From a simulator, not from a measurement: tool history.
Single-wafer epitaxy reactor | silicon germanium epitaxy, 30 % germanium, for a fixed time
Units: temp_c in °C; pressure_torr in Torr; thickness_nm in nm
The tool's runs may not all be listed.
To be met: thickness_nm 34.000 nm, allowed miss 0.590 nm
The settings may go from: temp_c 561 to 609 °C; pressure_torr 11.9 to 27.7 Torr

Run 1, hour 0.0: temp_c 585 °C, pressure_torr 19.8 Torr. Result: thickness_nm 43.197 nm.
Run 2, hour 5.2: temp_c 590 °C, pressure_torr 19.8 Torr. Result: thickness_nm 47.052 nm.
Run 3, hour 13.6: temp_c 595 °C, pressure_torr 19.8 Torr. Result: thickness_nm 51.393 nm.
Run 4, hour 16.3: temp_c 595 °C, pressure_torr 22.6 Torr. Result: thickness_nm 53.363 nm.
Run 5, hour 23.4: temp_c 595 °C, pressure_torr 25.2 Torr. Result: thickness_nm 54.781 nm.
Run 6, hour 26.5: temp_c 590 °C, pressure_torr 25.1 Torr. Result: thickness_nm 50.540 nm.
Run 7, hour 27.4: temp_c 586 °C, pressure_torr 25.0 Torr. Result: thickness_nm 47.185 nm.
Run 8, hour 28.3: temp_c 583 °C, pressure_torr 24.9 Torr. Result: thickness_nm 44.973 nm.
Run 9, hour 33.0: temp_c 580 °C, pressure_torr 24.8 Torr. Result: thickness_nm 42.213 nm.
Run 10, hour 36.9: temp_c 578 °C, pressure_torr 24.8 Torr. Result: thickness_nm 40.684 nm.
Run 11, hour 39.1: temp_c 576 °C, pressure_torr 24.8 Torr. Result: thickness_nm 39.354 nm.
Run 12, hour 44.8: temp_c 575 °C, pressure_torr 24.8 Torr. Result: thickness_nm 38.723 nm.
Run 13, hour 52.2: temp_c 575 °C, pressure_torr 24.8 Torr. Result: thickness_nm 38.821 nm.
Run 14, hour 54.1: temp_c 574 °C, pressure_torr 24.8 Torr. Result: thickness_nm 37.974 nm.
Run 15, hour 58.1: temp_c 573 °C, pressure_torr 24.8 Torr. Result: thickness_nm 37.392 nm.
Run 16, hour 64.1: temp_c 572 °C, pressure_torr 24.8 Torr. Result: thickness_nm 36.710 nm.
Run 17, hour 67.3: temp_c 571 °C, pressure_torr 24.8 Torr. Result: thickness_nm 36.035 nm.
Run 18, hour 74.6: temp_c 570 °C, pressure_torr 24.8 Torr. Result: thickness_nm 35.333 nm.
Run 19, hour 78.4: temp_c 569 °C, pressure_torr 24.8 Torr. Result: thickness_nm 34.846 nm.

Which of these 4 next moves meets every target?
Run A, hour 82.2: temp_c 570 °C, pressure_torr 24.6 Torr. Result: thickness_nm ?.
Run B, hour 82.2: temp_c 570 °C, pressure_torr 24.3 Torr. Result: thickness_nm ?.
Run C, hour 82.2: temp_c 568 °C, pressure_torr 24.6 Torr. Result: thickness_nm ?.
Run D, hour 82.2: temp_c 570 °C, pressure_torr 24.8 Torr. Result: thickness_nm ?.

move  thickness_nm
   A        35.229
   B        35.104
   C        33.990
   D        35.312
A: further off than the last run
B: further off than the last run
C: meets every target
D: further off than the last run
Move C is the one to make.
